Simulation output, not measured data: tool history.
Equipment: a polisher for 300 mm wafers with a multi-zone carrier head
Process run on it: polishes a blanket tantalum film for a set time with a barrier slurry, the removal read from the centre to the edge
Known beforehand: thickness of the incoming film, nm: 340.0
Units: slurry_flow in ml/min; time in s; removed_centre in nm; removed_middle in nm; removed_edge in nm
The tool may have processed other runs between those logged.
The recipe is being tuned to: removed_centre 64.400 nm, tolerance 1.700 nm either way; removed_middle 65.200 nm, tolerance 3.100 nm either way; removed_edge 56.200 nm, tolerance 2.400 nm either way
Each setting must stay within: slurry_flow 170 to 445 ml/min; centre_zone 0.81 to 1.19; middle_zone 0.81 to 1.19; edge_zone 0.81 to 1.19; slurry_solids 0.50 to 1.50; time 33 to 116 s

Run 1, hour 0.0: slurry_flow 285 ml/min, centre_zone 1.00, middle_zone 1.00, edge_zone 1.00, slurry_solids 1.00, time 74 s. Result: removed_centre 70.382 nm, removed_middle 69.810 nm, removed_edge 72.532 nm.
Run 2, hour 1.4: slurry_flow 285 ml/min, centre_zone 1.00, middle_zone 1.00, edge_zone 1.00, slurry_solids 1.00, time 58 s. Result: removed_centre 55.675 nm, removed_middle 55.846 nm, removed_edge 56.438 nm.
Run 3, hour 6.3: slurry_flow 300 ml/min, centre_zone 1.03, middle_zone 1.03, edge_zone 0.99, slurry_solids 1.00, time 58 s. Result: removed_centre 57.818 nm, removed_middle 55.905 nm, removed_edge 57.428 nm.
Run 4, hour 11.5: slurry_flow 300 ml/min, centre_zone 1.03, middle_zone 1.03, edge_zone 0.99, slurry_solids 1.00, time 74 s. Result: removed_centre 72.879 nm, removed_middle 72.127 nm, removed_edge 72.194 nm.
Run 5, hour 19.6: slurry_flow 300 ml/min, centre_zone 1.03, middle_zone 1.03, edge_zone 0.95, slurry_solids 1.00, time 74 s. Result: removed_centre 72.433 nm, removed_middle 73.457 nm, removed_edge 70.212 nm.
Run 6, hour 27.3: slurry_flow 300 ml/min, centre_zone 1.03, middle_zone 1.03, edge_zone 1.03, slurry_solids 1.00, time 74 s. Result: removed_centre 73.359 nm, removed_middle 72.247 nm, removed_edge 76.470 nm.
Run 7, hour 31.1: slurry_flow 290 ml/min, centre_zone 1.01, middle_zone 1.00, edge_zone 0.97, slurry_solids 1.00, time 74 s. Result: removed_centre 70.839 nm, removed_middle 70.981 nm, removed_edge 72.753 nm.
Run 8, hour 32.5: slurry_flow 285 ml/min, centre_zone 1.03, middle_zone 1.02, edge_zone 0.94, slurry_solids 0.90, time 73 s. Result: removed_centre 70.258 nm, removed_middle 68.805 nm, removed_edge 69.781 nm.
Run 9, hour 37.9: slurry_flow 295 ml/min, centre_zone 1.04, middle_zone 1.04, edge_zone 0.91, slurry_solids 0.90, time 70 s. Result: removed_centre 67.697 nm, removed_middle 68.086 nm, removed_edge 63.668 nm.

5 next moves are on the table. One of them brings every result within its allowed miss. Which?
Run A, hour 43.3: slurry_flow 290 ml/min, centre_zone 0.87, middle_zone 0.99, edge_zone 1.00, slurry_solids 0.95, time 75 s. Result: removed_centre ?, removed_middle ?, removed_edge ?.
Run B, hour 43.3: slurry_flow 305 ml/min, centre_zone 1.05, middle_zone 1.07, edge_zone 0.81, slurry_solids 0.95, time 64 s. Result: removed_centre ?, removed_middle ?, removed_edge ?.
Run C, hour 43.3: slurry_flow 365 ml/min, centre_zone 0.99, middle_zone 1.17, edge_zone 0.86, slurry_solids 0.95, time 66 s. Result: removed_centre ?, removed_middle ?, removed_edge ?.
Run D, hour 43.3: slurry_flow 305 ml/min, centre_zone 1.09, middle_zone 1.00, edge_zone 0.94, slurry_solids 0.90, time 73 s. Result: removed_centre ?, removed_middle ?, removed_edge ?.
Run E, hour 43.3: slurry_flow 280 ml/min, centre_zone 0.89, middle_zone 0.90, edge_zone 1.02, slurry_solids 1.00, time 77 s. Result: removed_centre ?, removed_middle ?, removed_edge ?.

move  removed_centre  removed_middle  removed_edge
   A          61.397          69.994        73.158
   B          63.675          63.419        56.816
   C          62.933          70.913        60.776
   D          74.414          67.969        68.477
   E          65.009          67.780        76.642
A: its largest miss is bigger than the last run's
B: hits every target within its allowed miss
C: closes in on the targets versus the last run, not all within tolerance yet
D: its largest miss is bigger than the last run's
E: its largest miss is bigger than the last run's
So the answer is move B, the one that meets all the targets.
